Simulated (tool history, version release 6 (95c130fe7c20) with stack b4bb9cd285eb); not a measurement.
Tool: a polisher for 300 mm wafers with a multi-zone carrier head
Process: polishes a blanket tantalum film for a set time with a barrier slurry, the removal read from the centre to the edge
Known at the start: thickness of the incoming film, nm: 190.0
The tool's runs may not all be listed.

| run | hour | flow of slurry (ml/min) | pressure of the head's centre zone | pressure of the head's middle zone | pressure of the head's edge zone | abrasive content of the slurry | polishing time (s) | film removed at the wafer's centre (angstrom) | film removed at mid-radius (angstrom) | film removed at the wafer's edge (angstrom) |
|---|---|---|---|---|---|---|---|---|---|---|
| 1 | 0.0 | 235 | 1.00 | 1.00 | 1.00 | 1.00 | 54 | 744.00 | 753.10 | 737.20 |
| 2 | 4.3 | 205 | 1.00 | 1.00 | 1.00 | 1.00 | 54 | 746.29 | 729.15 | 727.65 |
| 3 | 8.5 | 245 | 1.00 | 1.00 | 1.00 | 1.00 | 54 | 757.09 | 759.38 | 731.36 |
| 4 | 17.4 | 245 | 0.93 | 1.00 | 1.00 | 1.00 | 54 | 710.93 | 750.30 | 728.46 |
| 5 | 19.5 | 245 | 0.93 | 1.00 | 0.95 | 1.00 | 54 | 705.58 | 754.08 | 708.04 |
| 6 | 26.0 | 285 | 0.93 | 1.00 | 0.95 | 1.00 | 54 | 729.26 | 771.16 | 711.73 |
| 7 | 33.9 | 280 | 0.94 | 0.96 | 0.94 | 0.90 | 52 | 679.17 | 693.11 | 667.11 |
| 8 | 37.8 | 280 | 0.94 | 0.96 | 0.94 | 0.90 | 52 | 682.76 | 698.33 | 677.22 |

The next listed run, before its measurement:
| 9 | 43.3 | 285 | 0.96 | 0.94 | 0.92 | 0.85 | 50 | ? | ? | ? |

Run 9 gave film removed at the wafer's centre (angstrom) 656.68, film removed at mid-radius (angstrom) 653.55, film removed at the wafer's edge (angstrom) 634.57.
